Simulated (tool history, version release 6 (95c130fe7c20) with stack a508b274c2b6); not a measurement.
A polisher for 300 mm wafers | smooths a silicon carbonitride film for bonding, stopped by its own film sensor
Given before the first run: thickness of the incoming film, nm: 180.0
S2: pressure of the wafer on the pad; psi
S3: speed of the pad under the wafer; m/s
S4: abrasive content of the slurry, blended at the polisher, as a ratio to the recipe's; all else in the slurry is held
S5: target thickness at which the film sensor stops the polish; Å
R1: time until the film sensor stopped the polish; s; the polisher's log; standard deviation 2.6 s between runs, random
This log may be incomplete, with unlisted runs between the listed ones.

run 1 day=0.000 | flow_of_slurry_(ml/min)=195 S2=1.5 S3=0.94 S4=1.0 S5=1610 | R1=122.98
run 2 day=0.329 | flow_of_slurry_(ml/min)=195 S2=1.5 S3=1.04 S4=1.0 S5=1610 | R1=117.22
run 3 day=0.412 | flow_of_slurry_(ml/min)=195 S2=1.4 S3=1.02 S4=1.0 S5=1610 | R1=124.64
run 4 day=0.475 | flow_of_slurry_(ml/min)=180 S2=1.4 S3=1.02 S4=1.0 S5=1610 | R1=124.70
run 5 day=0.521 | flow_of_slurry_(ml/min)=145 S2=1.4 S3=1.02 S4=1.0 S5=1610 | R1=128.69
run 6 day=0.617 | flow_of_slurry_(ml/min)=145 S2=1.4 S3=1.02 S4=1.0 S5=1600 | R1=138.17
-- day=0.938 slurry blender recalibrated
run 7 day=0.938 | flow_of_slurry_(ml/min)=145 S2=1.3 S3=1.02 S4=1.0 S5=1600 | R1=121.70

The next listed run, before its measurement:
run 8 day=1.042 | flow_of_slurry_(ml/min)=140 S2=1.6 S3=0.76 S4=0.9 S5=1600 | R1=?

{"run 8": {"R1": 132.48}}
